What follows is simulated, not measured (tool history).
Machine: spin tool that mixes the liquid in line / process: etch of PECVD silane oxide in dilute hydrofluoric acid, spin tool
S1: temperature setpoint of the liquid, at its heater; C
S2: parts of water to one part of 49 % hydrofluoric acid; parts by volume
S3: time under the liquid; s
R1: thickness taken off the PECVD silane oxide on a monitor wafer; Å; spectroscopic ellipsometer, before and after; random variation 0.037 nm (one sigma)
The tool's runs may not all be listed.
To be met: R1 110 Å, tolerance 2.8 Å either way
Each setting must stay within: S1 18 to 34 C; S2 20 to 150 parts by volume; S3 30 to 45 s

run 1 hour=0 | S1=26 S2=85 S3=45 | R1=165.21
run 2 hour=6.7 | S1=23.5 S2=90 S3=45 | R1=141.71
run 3 hour=12 | S1=22 S2=90 S3=45 | R1=131.67
run 4 hour=17.8 | S1=20 S2=90 S3=45 | R1=122.6
run 5 hour=20.7 | S1=19.5 S2=90 S3=45 | R1=119.04
run 6 hour=24.1 | S1=19.5 S2=90 S3=30 | R1=79.713
run 7 hour=30.4 | S1=21 S2=90 S3=30 | R1=85.037
run 8 hour=35.3 | S1=22.5 S2=90 S3=30 | R1=90.389
-- hour=37.2 thermometer replaced
run 9 hour=37.2 | S1=24 S2=90 S3=30 | R1=90.141
run 10 hour=42.3 | S1=26.5 S2=90 S3=30 | R1=99.366
run 11 hour=44.1 | S1=27.5 S2=90 S3=30 | R1=103.1

5 candidate next runs follow, results not yet known. Just one meets every target within its allowed miss. Identify it.
run A hour=45.9 | S1=27 S2=125 S3=45 | R1=?
run B hour=45.9 | S1=29.5 S2=135 S3=45 | R1=?
run C hour=45.9 | S1=28 S2=100 S3=35 | R1=?
run D hour=45.9 | S1=28.5 S2=100 S3=30 | R1=?
run E hour=45.9 | S1=26 S2=90 S3=30 | R1=?

move=A R1=103.88
move=B R1=104.19
move=C R1=108.39
move=D R1=94.69
move=E R1=96.815
A: closes in on the targets versus the last run, not all within tolerance yet
B: closes in on the targets versus the last run, not all within tolerance yet
C: in spec on every target
D: the biggest miss grows against the last run
E: the biggest miss grows against the last run
C meets every target.
